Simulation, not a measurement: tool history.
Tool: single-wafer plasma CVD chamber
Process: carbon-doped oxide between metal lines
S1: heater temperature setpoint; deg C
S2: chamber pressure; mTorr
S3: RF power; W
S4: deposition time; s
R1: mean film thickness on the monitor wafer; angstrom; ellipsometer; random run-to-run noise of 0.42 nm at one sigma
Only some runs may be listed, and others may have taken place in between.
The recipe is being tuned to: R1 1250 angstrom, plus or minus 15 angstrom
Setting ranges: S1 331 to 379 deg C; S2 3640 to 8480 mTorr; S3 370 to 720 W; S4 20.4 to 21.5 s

{"run": 1, "hour": 0.0, "S1": 355, "S2": 6060, "S3": 545, "S4": 21.5, "R1": 1070.7}
{"run": 2, "hour": 5.2, "S1": 355, "S2": 6060, "S3": 545, "S4": 21.5, "R1": 1074.1}
{"run": 3, "hour": 8.7, "S1": 355, "S2": 6060, "S3": 545, "S4": 20.4, "R1": 1021.4}
{"run": 4, "hour": 12.8, "S1": 355, "S2": 5640, "S3": 545, "S4": 20.4, "R1": 1002.3}
{"run": 5, "hour": 16.5, "S1": 355, "S2": 5100, "S3": 545, "S4": 20.4, "R1": 985.43}
{"run": 6, "hour": 21.2, "S1": 355, "S2": 5100, "S3": 595, "S4": 20.4, "R1": 1014.8}
{"run": 7, "hour": 27.4, "S1": 353, "S2": 5480, "S3": 600, "S4": 20.4, "R1": 1045.6}
{"run": 8, "hour": 30.0, "S1": 351, "S2": 5810, "S3": 605, "S4": 20.4, "R1": 1068}
{"run": 9, "hour": 37.5, "S1": 350, "S2": 6120, "S3": 610, "S4": 20.4, "R1": 1083.4}
{"run": 10, "hour": 40.8, "S1": 349, "S2": 6400, "S3": 615, "S4": 20.4, "R1": 1098.5}
{"run": 11, "hour": 45.2, "S1": 348, "S2": 6640, "S3": 620, "S4": 20.4, "R1": 1098}
{"run": 12, "hour": 50.3, "S1": 348, "S2": 6820, "S3": 630, "S4": 20.5, "R1": 1119.3}
{"run": 13, "hour": 54.7, "S1": 347, "S2": 7010, "S3": 640, "S4": 20.5, "R1": 1137.5}
{"run": 14, "hour": 58.1, "S1": 346, "S2": 7180, "S3": 645, "S4": 20.5, "R1": 1147}
{"run": 15, "hour": 61.4, "S1": 345, "S2": 7330, "S3": 650, "S4": 20.5, "R1": 1158.8}

5 candidate next runs follow, results not yet known. Just one meets every target within its allowed miss. Identify it.
{"run": "A", "hour": 64.7, "S1": 346, "S2": 7840, "S3": 670, "S4": 21.2, "R1": "?"}
{"run": "B", "hour": 64.7, "S1": 340, "S2": 7220, "S3": 670, "S4": 20.8, "R1": "?"}
{"run": "C", "hour": 64.7, "S1": 345, "S2": 7340, "S3": 660, "S4": 21, "R1": "?"}
{"run": "D", "hour": 64.7, "S1": 348, "S2": 7720, "S3": 645, "S4": 20.7, "R1": "?"}
{"run": "E", "hour": 64.7, "S1": 333, "S2": 6610, "S3": 650, "S4": 21.5, "R1": "?"}

move=A R1=1215.5
move=B R1=1209.5
move=C R1=1194.8
move=D R1=1160.3
move=E R1=1256.3
A: an improvement on the last run, though not all results are within tolerance
B: an improvement on the last run, though not all results are within tolerance
C: an improvement on the last run, though not all results are within tolerance
D: just as far off the targets as the last run
E: every result within its allowed miss
Move E is the one to make.

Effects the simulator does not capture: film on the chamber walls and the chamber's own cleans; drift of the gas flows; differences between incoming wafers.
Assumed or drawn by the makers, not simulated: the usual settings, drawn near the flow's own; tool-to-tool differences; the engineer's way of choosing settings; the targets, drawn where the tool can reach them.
